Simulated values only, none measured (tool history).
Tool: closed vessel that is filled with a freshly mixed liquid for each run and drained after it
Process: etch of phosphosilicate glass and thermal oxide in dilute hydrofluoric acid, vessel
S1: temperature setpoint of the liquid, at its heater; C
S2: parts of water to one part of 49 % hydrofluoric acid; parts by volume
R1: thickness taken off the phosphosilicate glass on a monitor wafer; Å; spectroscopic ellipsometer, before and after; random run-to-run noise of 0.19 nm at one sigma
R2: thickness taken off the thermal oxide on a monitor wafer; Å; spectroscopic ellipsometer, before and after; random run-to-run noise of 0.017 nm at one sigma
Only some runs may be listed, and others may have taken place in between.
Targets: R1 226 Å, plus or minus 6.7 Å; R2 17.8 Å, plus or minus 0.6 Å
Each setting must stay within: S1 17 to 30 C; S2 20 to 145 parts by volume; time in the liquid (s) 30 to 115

{"run": 1, "hour": 0.0, "S1": 22, "S2": 80, "time in the liquid (s)": 60, "R1": 450.93, "R2": 35.77}
{"run": 2, "hour": 8.0, "S1": 22, "S2": 95, "time in the liquid (s)": 60, "R1": 366.64, "R2": 29.195}
{"run": 3, "hour": 14.3, "S1": 22, "S2": 95, "time in the liquid (s)": 75, "R1": 465.52, "R2": 37.198}
{"run": 4, "hour": 16.9, "S1": 21.5, "S2": 100, "time in the liquid (s)": 75, "R1": 424.51, "R2": 33.608}
{"run": 5, "hour": 26.0, "S1": 21, "S2": 105, "time in the liquid (s)": 75, "R1": 399.73, "R2": 31.034}
{"run": 6, "hour": 32.8, "S1": 21, "S2": 110, "time in the liquid (s)": 75, "R1": 377.82, "R2": 30.089}
{"run": 7, "hour": 33.6, "S1": 20.5, "S2": 115, "time in the liquid (s)": 75, "R1": 354.2, "R2": 27.103}
{"run": 8, "hour": 36.2, "S1": 21, "S2": 120, "time in the liquid (s)": 75, "R1": 342.68, "R2": 26.784}
{"run": 9, "hour": 40.8, "S1": 20.5, "S2": 125, "time in the liquid (s)": 75, "R1": 318.41, "R2": 25.234}
{"run": 10, "hour": 46.9, "S1": 20, "S2": 130, "time in the liquid (s)": 75, "R1": 300.33, "R2": 23.45}
{"run": 11, "hour": 49.7, "S1": 17.5, "S2": 145, "time in the liquid (s)": 75, "R1": 237.28, "R2": 18.911}
{"run": 12, "hour": 57.1, "S1": 18, "S2": 145, "time in the liquid (s)": 75, "R1": 242.21, "R2": 19.201}

4 candidate next runs follow, results not yet known. Just one meets every target within its allowed miss. Identify it.
{"run": "A", "hour": 64.5, "S1": 18, "S2": 145, "time in the liquid (s)": 70, "R1": "?", "R2": "?"}
{"run": "B", "hour": 64.5, "S1": 17, "S2": 125, "time in the liquid (s)": 65, "R1": "?", "R2": "?"}
{"run": "C", "hour": 64.5, "S1": 17, "S2": 115, "time in the liquid (s)": 65, "R1": "?", "R2": "?"}
{"run": "D", "hour": 64.5, "S1": 17, "S2": 70, "time in the liquid (s)": 30, "R1": "?", "R2": "?"}

move=A R1=231.11 R2=17.543
move=B R1=243.73 R2=18.501
move=C R1=267.61 R2=20.314
move=D R1=212.75 R2=16.15
A: every result lands within tolerance
B: its largest miss is bigger than the last run's
C: its largest miss is bigger than the last run's
D: carries the result that was furthest off beyond its target, to the other side
A is the move that brings every result within its allowed miss.
